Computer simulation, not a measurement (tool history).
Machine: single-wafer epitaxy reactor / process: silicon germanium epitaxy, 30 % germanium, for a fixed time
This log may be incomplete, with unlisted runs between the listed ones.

run	day	wafer temperature setpoint (pyrometer-controlled) (°C)	chamber pressure (Torr)	mean film thickness on the monitor wafer (nm)
1	0	590	22.1	45.569
2	0.083	590	24.6	47.093
3	0.154	598	24.6	53.446
4	0.529	593	24.3	49.431
5	0.804	593	27.4	51.342
6	0.942	593	24.9	49.492

Estimate the outcome of run 7 from the log above:
7	1.012	589	24.7	?

Logged for run 7: mean film thickness on the monitor wafer (nm) 46.507.
